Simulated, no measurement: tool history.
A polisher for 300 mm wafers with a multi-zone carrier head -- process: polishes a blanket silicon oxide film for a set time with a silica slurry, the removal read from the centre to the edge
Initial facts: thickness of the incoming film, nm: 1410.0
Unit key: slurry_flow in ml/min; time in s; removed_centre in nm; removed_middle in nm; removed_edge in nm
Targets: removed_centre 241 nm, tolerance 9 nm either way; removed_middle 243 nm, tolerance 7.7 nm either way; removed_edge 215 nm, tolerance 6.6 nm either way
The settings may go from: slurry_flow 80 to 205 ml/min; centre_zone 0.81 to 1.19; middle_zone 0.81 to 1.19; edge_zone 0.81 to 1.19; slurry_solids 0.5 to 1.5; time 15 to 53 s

{"run": 1, "hour": 0.0, "slurry_flow": 135, "centre_zone": 1, "middle_zone": 1, "edge_zone": 1, "slurry_solids": 1, "time": 34, "removed_centre": 164.59, "removed_middle": 171.27, "removed_edge": 162.06}
{"run": 2, "hour": 6.4, "slurry_flow": 140, "centre_zone": 1.01, "middle_zone": 1.01, "edge_zone": 1.01, "slurry_solids": 1.05, "time": 34, "removed_centre": 171.96, "removed_middle": 178.62, "removed_edge": 167.56}
{"run": 3, "hour": 13.6, "slurry_flow": 145, "centre_zone": 1.02, "middle_zone": 1.02, "edge_zone": 1.02, "slurry_solids": 1.1, "time": 34, "removed_centre": 181.37, "removed_middle": 186.86, "removed_edge": 177.11}
{"run": 4, "hour": 15.3, "slurry_flow": 145, "centre_zone": 0.95, "middle_zone": 1.02, "edge_zone": 1.02, "slurry_solids": 1.1, "time": 34, "removed_centre": 167.07, "removed_middle": 183.92, "removed_edge": 173.22}
{"run": 5, "hour": 16.7, "slurry_flow": 150, "centre_zone": 0.97, "middle_zone": 1.04, "edge_zone": 1.03, "slurry_solids": 1.1, "time": 34, "removed_centre": 173.24, "removed_middle": 190.11, "removed_edge": 173.62}
{"run": 6, "hour": 24.8, "slurry_flow": 155, "centre_zone": 0.99, "middle_zone": 1.05, "edge_zone": 1.04, "slurry_solids": 1.15, "time": 34, "removed_centre": 180.73, "removed_middle": 196.12, "removed_edge": 178.95}
{"run": 7, "hour": 31.9, "slurry_flow": 155, "centre_zone": 1, "middle_zone": 1.06, "edge_zone": 1.05, "slurry_solids": 1.2, "time": 34, "removed_centre": 186.93, "removed_middle": 201.03, "removed_edge": 186.81}
{"run": 8, "hour": 35.7, "slurry_flow": 160, "centre_zone": 1.02, "middle_zone": 1.07, "edge_zone": 1.06, "slurry_solids": 1.2, "time": 34, "removed_centre": 195.04, "removed_middle": 204.69, "removed_edge": 187.89}
{"run": 9, "hour": 42.0, "slurry_flow": 160, "centre_zone": 1.03, "middle_zone": 1.08, "edge_zone": 1.07, "slurry_solids": 1.2, "time": 34, "removed_centre": 197.92, "removed_middle": 201.25, "removed_edge": 189.3}
{"run": 10, "hour": 43.7, "slurry_flow": 165, "centre_zone": 1.03, "middle_zone": 1.09, "edge_zone": 1.07, "slurry_solids": 1.2, "time": 34, "removed_centre": 196.74, "removed_middle": 207.45, "removed_edge": 189.98}
{"run": 11, "hour": 48.4, "slurry_flow": 170, "centre_zone": 1.04, "middle_zone": 1.1, "edge_zone": 1.07, "slurry_solids": 1.2, "time": 34, "removed_centre": 197.74, "removed_middle": 206.52, "removed_edge": 189.31}
{"run": 12, "hour": 53.5, "slurry_flow": 170, "centre_zone": 1.05, "middle_zone": 1.11, "edge_zone": 1.07, "slurry_solids": 1.25, "time": 34, "removed_centre": 204.26, "removed_middle": 213.9, "removed_edge": 193.99}
{"run": 13, "hour": 61.5, "slurry_flow": 170, "centre_zone": 1.06, "middle_zone": 1.12, "edge_zone": 1.07, "slurry_solids": 1.25, "time": 34, "removed_centre": 206.94, "removed_middle": 216.19, "removed_edge": 195.87}
{"run": 14, "hour": 69.2, "slurry_flow": 170, "centre_zone": 1.07, "middle_zone": 1.13, "edge_zone": 1.07, "slurry_solids": 1.25, "time": 34, "removed_centre": 203.4, "removed_middle": 216.8, "removed_edge": 194.94}
{"run": 15, "hour": 73.9, "slurry_flow": 175, "centre_zone": 1.08, "middle_zone": 1.13, "edge_zone": 1.07, "slurry_solids": 1.25, "time": 34, "removed_centre": 212.75, "removed_middle": 219.67, "removed_edge": 194.71}

5 candidate next runs follow, results not yet known. Just one meets every target within its allowed miss. Identify it.
{"run": "A", "hour": 78.6, "slurry_flow": 160, "centre_zone": 1.02, "middle_zone": 1.17, "edge_zone": 1.09, "slurry_solids": 1.3, "time": 37, "removed_centre": "?", "removed_middle": "?", "removed_edge": "?"}
{"run": "B", "hour": 78.6, "slurry_flow": 175, "centre_zone": 1.11, "middle_zone": 1.13, "edge_zone": 1.06, "slurry_solids": 1.45, "time": 35, "removed_centre": "?", "removed_middle": "?", "removed_edge": "?"}
{"run": "C", "hour": 78.6, "slurry_flow": 165, "centre_zone": 1.09, "middle_zone": 1.03, "edge_zone": 1.19, "slurry_solids": 1.35, "time": 36, "removed_centre": "?", "removed_middle": "?", "removed_edge": "?"}
{"run": "D", "hour": 78.6, "slurry_flow": 170, "centre_zone": 0.97, "middle_zone": 1.15, "edge_zone": 1.05, "slurry_solids": 1.3, "time": 32, "removed_centre": "?", "removed_middle": "?", "removed_edge": "?"}
{"run": "E", "hour": 78.6, "slurry_flow": 205, "centre_zone": 1.13, "middle_zone": 1.19, "edge_zone": 0.87, "slurry_solids": 1.15, "time": 36, "removed_centre": "?", "removed_middle": "?", "removed_edge": "?"}

move=A removed_centre=216.52 removed_middle=245.87 removed_edge=215.31
move=B removed_centre=238.28 removed_middle=241.83 removed_edge=213.34
move=C removed_centre=230.46 removed_middle=223.6 removed_edge=224.26
move=D removed_centre=180.24 removed_middle=212.45 removed_edge=184.29
move=E removed_centre=230.14 removed_middle=237.32 removed_edge=182.37
A: gains on the last run, yet a result remains outside its allowed miss
B: every result lands within tolerance
C: gains on the last run, yet a result remains outside its allowed miss
D: misses by more than the last run did
E: misses by more than the last run did
The move that meets every target is B.
